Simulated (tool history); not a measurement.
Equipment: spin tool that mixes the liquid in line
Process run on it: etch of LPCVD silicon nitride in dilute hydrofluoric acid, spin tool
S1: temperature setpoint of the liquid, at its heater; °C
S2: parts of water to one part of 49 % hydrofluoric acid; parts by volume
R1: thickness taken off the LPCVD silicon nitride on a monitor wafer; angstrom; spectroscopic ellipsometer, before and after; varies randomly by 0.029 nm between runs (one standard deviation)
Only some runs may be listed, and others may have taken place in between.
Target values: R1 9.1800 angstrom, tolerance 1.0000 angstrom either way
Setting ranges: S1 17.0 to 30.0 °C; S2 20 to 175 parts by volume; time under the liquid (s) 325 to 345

{"run": 1, "day": 0.0, "S1": 22.0, "S2": 95, "time under the liquid (s)": 325, "R1": 15.657}
{"run": 2, "day": 0.279, "S1": 21.0, "S2": 100, "time under the liquid (s)": 325, "R1": 13.384}
{"run": 3, "day": 0.354, "S1": 20.5, "S2": 105, "time under the liquid (s)": 325, "R1": 12.013}
{"run": 4, "day": 0.646, "S1": 18.5, "S2": 105, "time under the liquid (s)": 325, "R1": 10.852}
{"run": 5, "day": 0.762, "S1": 20.5, "S2": 105, "time under the liquid (s)": 325, "R1": 11.619}
{"run": 6, "day": 0.946, "S1": 20.0, "S2": 105, "time under the liquid (s)": 325, "R1": 11.772}
{"run": 7, "day": 1.308, "S1": 19.5, "S2": 105, "time under the liquid (s)": 325, "R1": 10.675}
{"run": 8, "day": 1.679, "S1": 19.0, "S2": 105, "time under the liquid (s)": 325, "R1": 11.421}
{"run": 9, "day": 1.867, "S1": 19.0, "S2": 110, "time under the liquid (s)": 325, "R1": 11.03}

Below are 5 possible settings for the next run. Only one of them brings all results inside the allowed miss of their targets. Which is it?
{"run": "A", "day": 2.054, "S1": 20.5, "S2": 115, "time under the liquid (s)": 335, "R1": "?"}
{"run": "B", "day": 2.054, "S1": 20.0, "S2": 90, "time under the liquid (s)": 345, "R1": "?"}
{"run": "C", "day": 2.054, "S1": 21.0, "S2": 90, "time under the liquid (s)": 325, "R1": "?"}
{"run": "D", "day": 2.054, "S1": 17.5, "S2": 95, "time under the liquid (s)": 345, "R1": "?"}
{"run": "E", "day": 2.054, "S1": 17.0, "S2": 110, "time under the liquid (s)": 335, "R1": "?"}

move=A R1=11.0870
move=B R1=14.0230
move=C R1=14.1400
move=D R1=11.1970
move=E R1=9.1105
A: just as far off the targets as the last run
B: the biggest miss grows against the last run
C: the biggest miss grows against the last run
D: the biggest miss grows against the last run
E: every result lands within tolerance
The right move is E.
